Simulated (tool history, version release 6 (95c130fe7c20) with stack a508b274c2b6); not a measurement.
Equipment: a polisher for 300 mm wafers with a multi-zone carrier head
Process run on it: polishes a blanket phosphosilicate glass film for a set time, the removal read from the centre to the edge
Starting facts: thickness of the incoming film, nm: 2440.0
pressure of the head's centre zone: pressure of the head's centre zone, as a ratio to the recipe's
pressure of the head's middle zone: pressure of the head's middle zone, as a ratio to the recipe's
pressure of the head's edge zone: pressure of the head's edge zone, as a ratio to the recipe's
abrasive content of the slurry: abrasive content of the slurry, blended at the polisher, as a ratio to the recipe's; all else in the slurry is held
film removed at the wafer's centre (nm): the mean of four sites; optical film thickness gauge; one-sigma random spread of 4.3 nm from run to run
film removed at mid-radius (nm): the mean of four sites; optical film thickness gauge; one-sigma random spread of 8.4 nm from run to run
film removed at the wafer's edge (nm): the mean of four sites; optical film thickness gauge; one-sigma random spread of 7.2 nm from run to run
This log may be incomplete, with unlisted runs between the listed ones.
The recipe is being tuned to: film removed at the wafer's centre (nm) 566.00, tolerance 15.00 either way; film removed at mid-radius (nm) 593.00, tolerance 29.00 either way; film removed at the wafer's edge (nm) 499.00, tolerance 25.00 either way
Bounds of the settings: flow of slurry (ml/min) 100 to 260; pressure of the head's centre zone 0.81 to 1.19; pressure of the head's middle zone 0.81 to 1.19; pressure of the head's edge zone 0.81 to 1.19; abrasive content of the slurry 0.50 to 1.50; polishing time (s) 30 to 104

run	hour	flow of slurry (ml/min)	pressure of the head's centre zone	pressure of the head's middle zone	pressure of the head's edge zone	abrasive content of the slurry	polishing time (s)	film removed at the wafer's centre (nm)	film removed at mid-radius (nm)	film removed at the wafer's edge (nm)
1	0.0	165	1.00	1.00	1.00	1.00	67	706.73	714.54	693.08
2	2.9	165	1.00	1.00	1.03	1.00	67	711.62	707.96	686.67
3	11.7	170	1.02	1.03	1.02	0.85	65	657.61	668.71	640.65
4	13.2	170	1.02	1.03	1.02	0.70	65	608.80	614.25	593.80
5	13.7	165	1.03	1.05	0.97	0.65	65	591.30	616.63	551.29
6	18.4	140	1.03	1.05	0.97	0.65	65	576.66	576.61	542.41
7	22.7	140	1.03	1.06	0.94	0.65	65	569.94	593.34	535.93
8	25.8	140	1.04	1.06	0.92	0.65	65	579.41	597.61	538.77
9	34.2	140	1.05	1.07	0.90	0.65	65	585.84	589.30	518.17

Consider the 4 candidate settings below. Which is the only one whose results all fall within their allowed miss of target?
A	42.6	135	1.09	1.06	0.98	0.70	64	?	?	?
B	42.6	170	1.06	1.07	0.94	0.75	63	?	?	?
C	42.6	225	1.09	1.06	0.87	0.70	59	?	?	?
D	42.6	160	1.03	1.08	0.82	0.65	63	?	?	?

move	film removed at the wafer's centre (nm)	film removed at mid-radius (nm)	film removed at the wafer's edge (nm)
A	603.79	593.16	550.57
B	620.36	625.14	560.26
C	602.60	586.75	505.44
D	564.93	587.71	493.44
A: its largest miss is bigger than the last run's
B: its largest miss is bigger than the last run's
C: its largest miss is bigger than the last run's
D: every result within its allowed miss
The move that meets every target is D.
